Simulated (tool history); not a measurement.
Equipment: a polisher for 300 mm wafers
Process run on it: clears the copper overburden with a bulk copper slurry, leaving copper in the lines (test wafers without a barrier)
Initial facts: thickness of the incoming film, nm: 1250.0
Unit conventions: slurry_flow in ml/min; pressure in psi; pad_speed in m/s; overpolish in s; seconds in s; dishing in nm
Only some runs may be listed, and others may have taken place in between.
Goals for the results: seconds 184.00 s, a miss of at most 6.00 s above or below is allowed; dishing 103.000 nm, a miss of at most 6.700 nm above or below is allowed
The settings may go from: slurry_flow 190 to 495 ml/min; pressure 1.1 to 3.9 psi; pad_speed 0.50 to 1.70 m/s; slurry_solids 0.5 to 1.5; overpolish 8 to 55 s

| run | hour | slurry_flow | pressure | pad_speed | slurry_solids | overpolish | seconds | dishing |
|---|---|---|---|---|---|---|---|---|
| 1 | 0.0 | 320 | 2.5 | 1.10 | 1.0 | 28 | 168.12 | 103.660 |
| 2 | 0.8 | 375 | 2.5 | 1.10 | 1.0 | 28 | 165.00 | 103.980 |
| 3 | 1.8 | 375 | 2.5 | 1.10 | 1.2 | 28 | 161.48 | 110.100 |
| 4 | 7.3 | 375 | 2.3 | 1.10 | 1.2 | 29 | 171.08 | 105.380 |
| 5 | 12.1 | 375 | 2.3 | 1.10 | 1.3 | 29 | 167.87 | 106.730 |
| 6 | 14.7 | 375 | 2.3 | 1.34 | 1.3 | 29 | 138.67 | 114.160 |
| 7 | 23.3 | 375 | 2.2 | 1.34 | 1.3 | 30 | 142.69 | 114.460 |
| 8 | 30.6 | 375 | 2.1 | 1.34 | 1.3 | 31 | 148.65 | 112.740 |
|  | 39.5 | head pressure recalibrated |
| 9 | 39.5 | 375 | 2.0 | 1.34 | 1.3 | 32 | 143.99 | 115.600 |
| 10 | 42.0 | 375 | 1.9 | 1.32 | 1.3 | 33 | 151.26 | 113.940 |

Which one of the following 4 next-run settings gets every result inside its allowed miss? There is exactly one.
| A | 44.5 | 380 | 1.4 | 1.30 | 1.4 | 35 | ? | ? |
| B | 44.5 | 375 | 2.1 | 1.00 | 1.5 | 53 | ? | ? |
| C | 44.5 | 310 | 1.8 | 1.48 | 1.3 | 27 | ? | ? |
| D | 44.5 | 375 | 2.1 | 1.40 | 1.4 | 33 | ? | ? |

| move | seconds | dishing |
|---|---|---|
| A | 183.77 | 99.609 |
| B | 181.17 | 124.150 |
| C | 144.01 | 103.200 |
| D | 133.98 | 117.870 |
A: in spec on every target
B: corrects the largest miss of the last run, while another result sits out of spec
C: the biggest miss grows against the last run
D: the biggest miss grows against the last run
Move A is the one to make.
